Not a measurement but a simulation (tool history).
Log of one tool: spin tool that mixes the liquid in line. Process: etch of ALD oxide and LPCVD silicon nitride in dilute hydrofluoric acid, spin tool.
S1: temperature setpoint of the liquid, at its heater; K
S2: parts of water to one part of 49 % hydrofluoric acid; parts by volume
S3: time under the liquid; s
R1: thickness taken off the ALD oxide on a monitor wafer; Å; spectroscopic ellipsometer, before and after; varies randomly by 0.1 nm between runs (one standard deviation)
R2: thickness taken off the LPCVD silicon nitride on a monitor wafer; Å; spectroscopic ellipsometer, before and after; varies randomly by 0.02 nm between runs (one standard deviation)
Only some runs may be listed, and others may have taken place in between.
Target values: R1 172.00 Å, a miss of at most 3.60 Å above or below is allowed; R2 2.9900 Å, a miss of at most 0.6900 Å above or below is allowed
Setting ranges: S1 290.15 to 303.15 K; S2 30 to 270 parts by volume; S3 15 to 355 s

Run 1, day 0.000: S1 295.15 K, S2 150 parts by volume, S3 180 s. Result: R1 307.94 Å, R2 5.3669 Å.
Run 2, day 0.196: S1 295.15 K, S2 150 parts by volume, S3 215 s. Result: R1 367.03 Å, R2 6.2064 Å.
Run 3, day 0.400: S1 295.15 K, S2 150 parts by volume, S3 180 s. Result: R1 306.20 Å, R2 4.8861 Å.
Run 4, day 0.742: S1 294.15 K, S2 165 parts by volume, S3 180 s. Result: R1 261.00 Å, R2 3.7597 Å.
Run 5, day 0.804: S1 294.65 K, S2 180 parts by volume, S3 180 s. Result: R1 242.37 Å, R2 3.8929 Å.
Run 6, day 0.883: S1 294.15 K, S2 190 parts by volume, S3 180 s. Result: R1 224.95 Å, R2 4.1067 Å.
Run 7, day 0.958: S1 293.15 K, S2 195 parts by volume, S3 180 s. Result: R1 209.26 Å, R2 3.2070 Å.
Run 8, day 1.325: S1 293.15 K, S2 205 parts by volume, S3 180 s. Result: R1 197.59 Å, R2 3.4649 Å.
Run 9, day 1.512: S1 292.65 K, S2 210 parts by volume, S3 180 s. Result: R1 188.58 Å, R2 3.2745 Å.
Run 10, day 1.588: S1 292.15 K, S2 210 parts by volume, S3 180 s. Result: R1 183.95 Å, R2 2.7558 Å.
Run 11, day 1.704: S1 292.15 K, S2 210 parts by volume, S3 180 s. Result: R1 184.71 Å, R2 3.2416 Å.
Run 12, day 2.008: S1 291.65 K, S2 210 parts by volume, S3 180 s. Result: R1 179.94 Å, R2 2.9065 Å.

Which of these 4 next moves meets every target?
Run A, day 2.312: S1 293.65 K, S2 210 parts by volume, S3 160 s. Result: R1 ?, R2 ?.
Run B, day 2.312: S1 292.65 K, S2 170 parts by volume, S3 140 s. Result: R1 ?, R2 ?.
Run C, day 2.312: S1 291.15 K, S2 215 parts by volume, S3 195 s. Result: R1 ?, R2 ?.
Run D, day 2.312: S1 296.65 K, S2 260 parts by volume, S3 200 s. Result: R1 ?, R2 ?.

move      R1      R2
   A  171.86  3.1543
   B  186.78  3.1741
   C  185.05  3.1928
   D  183.24  3.8640
A: all results in spec
B: moves away from the targets compared with the last run
C: moves away from the targets compared with the last run
D: moves away from the targets compared with the last run
Move A is the one to make.
